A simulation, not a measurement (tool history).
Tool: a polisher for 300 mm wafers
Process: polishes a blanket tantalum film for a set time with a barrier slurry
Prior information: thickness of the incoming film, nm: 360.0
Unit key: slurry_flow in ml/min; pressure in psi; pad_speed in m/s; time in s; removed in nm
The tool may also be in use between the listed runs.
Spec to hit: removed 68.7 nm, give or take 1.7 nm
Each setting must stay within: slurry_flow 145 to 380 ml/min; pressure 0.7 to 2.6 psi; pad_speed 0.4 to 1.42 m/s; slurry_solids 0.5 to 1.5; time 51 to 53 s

| run | day | slurry_flow | pressure | pad_speed | slurry_solids | time | removed |
|---|---|---|---|---|---|---|---|
| 1 | 0 | 245 | 1.6 | 0.9 | 1 | 51 | 58.505 |
| 2 | 0.075 | 195 | 1.6 | 0.9 | 1 | 51 | 57.586 |
| 3 | 0.421 | 195 | 1.7 | 0.9 | 1 | 51 | 59.78 |
| 4 | 0.775 | 220 | 1.7 | 0.9 | 1 | 51 | 61.528 |
| 5 | 1.038 | 220 | 1.7 | 0.9 | 1 | 51 | 60.884 |
| 6 | 1.146 | 220 | 1.7 | 0.9 | 0.85 | 51 | 57.682 |
| 7 | 1.262 | 225 | 1.8 | 0.9 | 0.85 | 51 | 61.318 |
| 8 | 1.446 | 230 | 1.8 | 0.9 | 0.85 | 51 | 60.452 |
| 9 | 1.538 | 235 | 1.9 | 0.9 | 0.85 | 51 | 62.89 |
| 10 | 1.621 | 235 | 2 | 0.9 | 0.85 | 51 | 66.644 |

Which of these 5 next moves meets every target?
| A | 1.704 | 270 | 1.8 | 1.04 | 0.85 | 53 | ? |
| B | 1.704 | 305 | 2.3 | 0.7 | 0.9 | 53 | ? |
| C | 1.704 | 275 | 2.1 | 0.8 | 0.85 | 51 | ? |
| D | 1.704 | 215 | 2.1 | 0.9 | 0.9 | 51 | ? |
| E | 1.704 | 195 | 2.1 | 0.9 | 0.95 | 51 | ? |

| move | removed |
|---|---|
| A | 73.073 |
| B | 69.207 |
| C | 65.722 |
| D | 72.362 |
| E | 73.267 |
A: carries the result that was furthest off beyond its target, to the other side
B: all results in spec
C: its largest miss is bigger than the last run's
D: carries the result that was furthest off beyond its target, to the other side
E: carries the result that was furthest off beyond its target, to the other side
The move that meets every target is B.
